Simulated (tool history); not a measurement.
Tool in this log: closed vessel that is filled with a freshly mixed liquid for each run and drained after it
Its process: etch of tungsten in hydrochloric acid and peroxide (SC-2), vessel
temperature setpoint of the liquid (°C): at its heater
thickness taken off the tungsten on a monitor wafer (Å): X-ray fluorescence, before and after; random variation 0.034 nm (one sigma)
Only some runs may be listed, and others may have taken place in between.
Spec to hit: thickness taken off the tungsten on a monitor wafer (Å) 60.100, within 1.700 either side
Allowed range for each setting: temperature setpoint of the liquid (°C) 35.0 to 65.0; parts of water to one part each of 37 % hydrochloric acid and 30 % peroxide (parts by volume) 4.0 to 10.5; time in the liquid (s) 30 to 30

run  hour  temperature setpoint of the liquid (°C)  parts of water to one part each of 37 % hydrochloric acid and 30 % peroxide (parts by volume)  time in the liquid (s)  thickness taken off the tungsten on a monitor wafer (Å)
  1   0.0                                     49.0                                                                                            5.5                      30                                                  176.720
  2   2.9                                     49.0                                                                                            7.0                      30                                                  145.260
  3   8.5                                     44.5                                                                                            7.0                      30                                                  107.300
  4  15.3                                     41.5                                                                                            7.0                      30                                                   87.473
  5  16.4                                     39.5                                                                                            7.0                      30                                                   75.746
  6  25.3                                     38.5                                                                                            7.0                      30                                                   70.867
  7  29.2                                     37.5                                                                                            7.0                      30                                                   65.935
  8  30.1                                     37.0                                                                                            7.0                      30                                                   63.615

Consider the 4 candidate settings below. Which is the only one whose results all fall within their allowed miss of target?
  A  31.0                                     35.0                                                                                            5.5                      30                                                        ?
  B  31.0                                     38.5                                                                                            8.5                      30                                                        ?
  C  31.0                                     36.0                                                                                            7.5                      30                                                        ?
  D  31.0                                     37.5                                                                                            7.0                      30                                                        ?

move  thickness taken off the tungsten on a monitor wafer (Å)
   A                                                   65.938
   B                                                   60.703
   C                                                   56.003
   D                                                   65.906
A: misses by more than the last run did
B: hits every target within its allowed miss
C: the result that was furthest off in the last run now lies on the other side of its target
D: misses by more than the last run did
B meets every target.
